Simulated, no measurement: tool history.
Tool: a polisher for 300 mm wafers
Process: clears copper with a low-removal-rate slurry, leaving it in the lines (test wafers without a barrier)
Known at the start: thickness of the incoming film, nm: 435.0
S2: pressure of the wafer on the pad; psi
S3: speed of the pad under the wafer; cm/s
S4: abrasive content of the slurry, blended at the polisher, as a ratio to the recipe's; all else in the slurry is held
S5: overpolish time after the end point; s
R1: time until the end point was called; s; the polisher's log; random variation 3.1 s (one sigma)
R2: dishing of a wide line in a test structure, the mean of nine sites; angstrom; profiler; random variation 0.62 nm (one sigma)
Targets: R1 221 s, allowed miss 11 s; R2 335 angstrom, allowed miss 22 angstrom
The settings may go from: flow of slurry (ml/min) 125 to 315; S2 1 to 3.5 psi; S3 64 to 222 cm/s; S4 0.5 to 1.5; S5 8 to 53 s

Run 1, hour 0: flow of slurry (ml/min) 205, S2 2.2 psi, S3 142 cm/s, S4 1, S5 27 s. Result: R1 168.09 s, R2 354.71 angstrom.
Run 2, hour 4.2: flow of slurry (ml/min) 205, S2 2.2 psi, S3 142 cm/s, S4 1, S5 18 s. Result: R1 170.1 s, R2 269.84 angstrom.
Run 3, hour 10.4: flow of slurry (ml/min) 205, S2 2.1 psi, S3 142 cm/s, S4 1, S5 20 s. Result: R1 172.42 s, R2 276.64 angstrom.
Run 4, hour 19.4: flow of slurry (ml/min) 205, S2 2 psi, S3 140 cm/s, S4 1, S5 22 s. Result: R1 189.37 s, R2 306.09 angstrom.
Run 5, hour 21.7: flow of slurry (ml/min) 205, S2 2 psi, S3 140 cm/s, S4 1.2, S5 22 s. Result: R1 180.64 s, R2 287.93 angstrom.
Run 6, hour 22.6: flow of slurry (ml/min) 180, S2 2 psi, S3 140 cm/s, S4 1.2, S5 22 s. Result: R1 183.37 s, R2 302.91 angstrom.
Run 7, hour 30.5: flow of slurry (ml/min) 175, S2 2 psi, S3 140 cm/s, S4 1.2, S5 23 s. Result: R1 180.16 s, R2 294.63 angstrom.
Run 8, hour 31.4: flow of slurry (ml/min) 175, S2 1.9 psi, S3 140 cm/s, S4 1.2, S5 24 s. Result: R1 190.63 s, R2 309.14 angstrom.
Run 9, hour 37.6: flow of slurry (ml/min) 175, S2 1.9 psi, S3 140 cm/s, S4 1.2, S5 25 s. Result: R1 194.44 s, R2 312.07 angstrom.

Which of these 4 next moves meets every target?
Run A, hour 43.8: flow of slurry (ml/min) 235, S2 1.8 psi, S3 182 cm/s, S4 1.2, S5 20 s. Result: R1 ?, R2 ?.
Run B, hour 43.8: flow of slurry (ml/min) 170, S2 2 psi, S3 138 cm/s, S4 1.3, S5 31 s. Result: R1 ?, R2 ?.
Run C, hour 43.8: flow of slurry (ml/min) 175, S2 1.9 psi, S3 142 cm/s, S4 1.15, S5 34 s. Result: R1 ?, R2 ?.
Run D, hour 43.8: flow of slurry (ml/min) 200, S2 1.8 psi, S3 128 cm/s, S4 1.2, S5 32 s. Result: R1 ?, R2 ?.

move      R1      R2
   A  153.64  308.78
   B   184.1  366.65
   C  191.41   375.8
   D  219.09  332.44
A: further off than the last run
B: further off than the last run
C: further off than the last run
D: meets every target
Answer: D

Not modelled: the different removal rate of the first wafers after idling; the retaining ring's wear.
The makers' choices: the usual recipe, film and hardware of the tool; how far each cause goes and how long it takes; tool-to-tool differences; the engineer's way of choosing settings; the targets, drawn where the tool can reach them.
